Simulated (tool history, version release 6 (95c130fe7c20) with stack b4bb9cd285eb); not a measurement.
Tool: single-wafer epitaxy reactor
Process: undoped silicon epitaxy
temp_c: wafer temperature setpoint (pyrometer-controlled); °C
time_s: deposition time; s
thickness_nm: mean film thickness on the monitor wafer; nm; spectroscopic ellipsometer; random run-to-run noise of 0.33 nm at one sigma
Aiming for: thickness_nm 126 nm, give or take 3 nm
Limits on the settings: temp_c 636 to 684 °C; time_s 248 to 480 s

run,hour,temp_c,time_s,thickness_nm
1,0,660,364,80.218
2,2.7,666,365,90.307
3,3.9,671,366,99.037
4,5,675,367,107.05
5,14,665,367,88.896
6,19.5,665,323,78.364
7,22.9,671,336,90.86
8,29,671,336,90.791
9,32.7,675,345,100.49
10,38.5,678,351,108.37
11,39.1,680,355,113.83
12,42.2,681,358,115.96
13,48.4,682,361,119.84
14,56.6,683,362,121.75
15,65,683,364,122.12

5 next moves are on the table. One of them brings every result within its allowed miss. Which?
A,73.4,684,370,?
B,73.4,684,393,?
C,73.4,684,388,?
D,73.4,675,407,?
E,73.4,680,419,?

move,thickness_nm
A,127.26
B,135.17
C,133.45
D,118.95
E,134.1
A: in spec on every target
B: takes the result that was furthest off past its target
C: takes the result that was furthest off past its target
D: lands further from the targets than the last run did
E: takes the result that was furthest off past its target
A is the move that brings every result within its allowed miss.

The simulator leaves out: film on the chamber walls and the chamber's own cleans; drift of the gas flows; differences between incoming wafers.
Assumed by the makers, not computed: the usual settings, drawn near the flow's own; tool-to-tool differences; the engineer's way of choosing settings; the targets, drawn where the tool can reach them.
